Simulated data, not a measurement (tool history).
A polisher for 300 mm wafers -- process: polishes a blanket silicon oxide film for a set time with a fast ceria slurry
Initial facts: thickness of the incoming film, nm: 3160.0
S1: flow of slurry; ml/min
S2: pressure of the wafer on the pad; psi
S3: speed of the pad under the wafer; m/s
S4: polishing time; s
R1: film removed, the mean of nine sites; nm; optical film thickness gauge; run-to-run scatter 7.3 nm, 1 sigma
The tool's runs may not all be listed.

run,hour,S1,S2,S3,S4,R1
1,0,280,2.9,0.88,73,1078.9
2,5.1,280,2.6,0.86,73,983.12
3,9.3,280,2.4,0.82,73,872.21
4,14.2,280,2.2,0.8,73,829.17
5,17.2,225,2.2,0.8,73,827.8
6,24.4,225,2.1,0.76,73,760.01
7,25,225,2,0.74,73,708.54
8,29.8,225,1.9,0.72,73,680.78

Run 9, settings as shown, results not yet in. Your forecast:
9,38,225,1.8,0.7,73,?

R1: 662.35 nm
